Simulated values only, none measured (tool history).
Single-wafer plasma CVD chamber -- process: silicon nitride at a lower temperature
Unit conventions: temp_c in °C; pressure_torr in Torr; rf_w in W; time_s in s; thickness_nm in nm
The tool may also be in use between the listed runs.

run,hour,temp_c,pressure_torr,rf_w,time_s,thickness_nm
1,0,355,1.58,310,26.8,27.349
2,4.9,355,1.52,305,26.8,26.87
3,7.5,355,1.67,305,26.8,27.455
4,15,355,1.6,300,26.8,26.8
5,18.3,355,1.54,295,26.8,26.24
6,24.2,364,1.54,295,26.8,26.147

For run 7, what comes out?
7,33.1,364,1.22,280,26.7,?

{"run 7": {"thickness_nm": 23.765}}

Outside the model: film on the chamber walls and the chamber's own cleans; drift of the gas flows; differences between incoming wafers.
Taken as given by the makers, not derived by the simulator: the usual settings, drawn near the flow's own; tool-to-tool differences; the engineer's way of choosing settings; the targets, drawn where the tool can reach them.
